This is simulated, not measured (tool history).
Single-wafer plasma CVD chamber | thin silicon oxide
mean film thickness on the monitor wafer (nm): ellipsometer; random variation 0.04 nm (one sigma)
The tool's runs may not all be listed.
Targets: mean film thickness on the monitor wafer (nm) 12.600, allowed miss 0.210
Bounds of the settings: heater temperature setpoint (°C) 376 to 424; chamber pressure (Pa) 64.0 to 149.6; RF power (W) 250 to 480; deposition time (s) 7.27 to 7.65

| run | day | heater temperature setpoint (°C) | chamber pressure (Pa) | RF power (W) | deposition time (s) | mean film thickness on the monitor wafer (nm) |
|---|---|---|---|---|---|---|
| 1 | 0.000 | 400 | 106.8 | 365 | 7.65 | 15.388 |
| 2 | 0.183 | 400 | 106.8 | 385 | 7.65 | 15.618 |
| 3 | 0.375 | 400 | 106.8 | 355 | 7.65 | 15.312 |
| 4 | 0.729 | 400 | 106.8 | 355 | 7.65 | 15.220 |
| 5 | 1.062 | 400 | 98.1 | 355 | 7.65 | 14.260 |
| 6 | 1.179 | 400 | 93.3 | 355 | 7.65 | 13.737 |
| 7 | 1.404 | 400 | 90.0 | 355 | 7.65 | 13.298 |
| 8 | 1.775 | 400 | 88.0 | 355 | 7.65 | 13.161 |
| 9 | 2.117 | 400 | 86.3 | 355 | 7.65 | 12.923 |
| 10 | 2.275 | 400 | 85.3 | 355 | 7.65 | 12.861 |

Which of these 4 next moves meets every target?
| A | 2.433 | 396 | 79.7 | 370 | 7.54 | ? |
| B | 2.433 | 400 | 93.7 | 310 | 7.65 | ? |
| C | 2.433 | 412 | 88.5 | 320 | 7.65 | ? |
| D | 2.433 | 410 | 88.0 | 360 | 7.54 | ? |

| move | mean film thickness on the monitor wafer (nm) |
|---|---|
| A | 12.189 |
| B | 12.989 |
| C | 12.513 |
| D | 12.942 |
A: takes the result that was furthest off past its target
B: further off than the last run
C: meets every target
D: further off than the last run
Answer: C

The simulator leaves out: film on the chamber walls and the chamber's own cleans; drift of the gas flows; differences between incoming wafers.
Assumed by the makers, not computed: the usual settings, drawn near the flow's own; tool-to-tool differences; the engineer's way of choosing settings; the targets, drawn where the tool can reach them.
